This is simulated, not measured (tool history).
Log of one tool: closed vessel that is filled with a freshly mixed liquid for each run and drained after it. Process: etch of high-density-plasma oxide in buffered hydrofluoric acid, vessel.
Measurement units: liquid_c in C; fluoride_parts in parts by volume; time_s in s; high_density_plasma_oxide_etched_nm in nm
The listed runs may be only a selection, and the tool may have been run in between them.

run	hour	liquid_c	fluoride_parts	time_s	high_density_plasma_oxide_etched_nm
1	0.0	24.0	8	90	156.07
2	1.0	21.0	8	90	131.51
3	9.4	24.5	8	90	159.30
4	12.8	26.0	8	90	174.90
5	14.5	26.0	8	100	193.24
6	16.0	24.0	8	100	173.18
7	18.2	22.5	8	100	159.79

Expected results for the next run?
8	21.4	21.0	8	100	?

{"run 8": {"high_density_plasma_oxide_etched_nm": 145.88}}
